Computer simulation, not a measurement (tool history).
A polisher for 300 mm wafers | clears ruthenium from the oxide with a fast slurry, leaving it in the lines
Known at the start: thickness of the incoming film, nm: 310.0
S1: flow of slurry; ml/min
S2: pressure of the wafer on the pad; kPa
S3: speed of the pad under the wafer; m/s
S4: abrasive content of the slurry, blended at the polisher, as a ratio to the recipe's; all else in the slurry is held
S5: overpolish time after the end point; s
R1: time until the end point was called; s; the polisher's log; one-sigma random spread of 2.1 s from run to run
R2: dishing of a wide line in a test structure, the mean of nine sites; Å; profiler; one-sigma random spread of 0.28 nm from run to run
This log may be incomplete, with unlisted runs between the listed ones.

Run 1, hour 0: S1 215 ml/min, S2 13.8 kPa, S3 0.96 m/s, S4 1, S5 9 s. Result: R1 121.16 s, R2 206.35 Å.
Run 2, hour 2.3: S1 215 ml/min, S2 13.8 kPa, S3 1.06 m/s, S4 1, S5 9 s. Result: R1 116.39 s, R2 220.99 Å.
Run 3, hour 10.3: S1 215 ml/min, S2 13.8 kPa, S3 1.16 m/s, S4 1, S5 9 s. Result: R1 110.08 s, R2 235.55 Å.
Run 4, hour 16.6: S1 210 ml/min, S2 13.8 kPa, S3 1.16 m/s, S4 1, S5 9 s. Result: R1 109.64 s, R2 229.14 Å.
Run 5, hour 20.1: S1 210 ml/min, S2 15.9 kPa, S3 1.16 m/s, S4 1, S5 9 s. Result: R1 94.318 s, R2 265.23 Å.
Run 6, hour 29: S1 210 ml/min, S2 15.9 kPa, S3 1.34 m/s, S4 1, S5 9 s. Result: R1 85.151 s, R2 296.23 Å.
Run 7, hour 29.9: S1 205 ml/min, S2 15.2 kPa, S3 1.34 m/s, S4 1, S5 9 s. Result: R1 87.578 s, R2 279.57 Å.
Run 8, hour 36.4: S1 200 ml/min, S2 14.5 kPa, S3 1.34 m/s, S4 1, S5 9 s. Result: R1 94.437 s, R2 264.75 Å.

Run 9, settings as shown, results not yet in. Your forecast:
Run 9, hour 41.3: S1 195 ml/min, S2 13.8 kPa, S3 1.34 m/s, S4 1, S5 9 s. Result: R1 ?, R2 ?.

{"run 9": {"R1": 98.435, "R2": 253.06}}

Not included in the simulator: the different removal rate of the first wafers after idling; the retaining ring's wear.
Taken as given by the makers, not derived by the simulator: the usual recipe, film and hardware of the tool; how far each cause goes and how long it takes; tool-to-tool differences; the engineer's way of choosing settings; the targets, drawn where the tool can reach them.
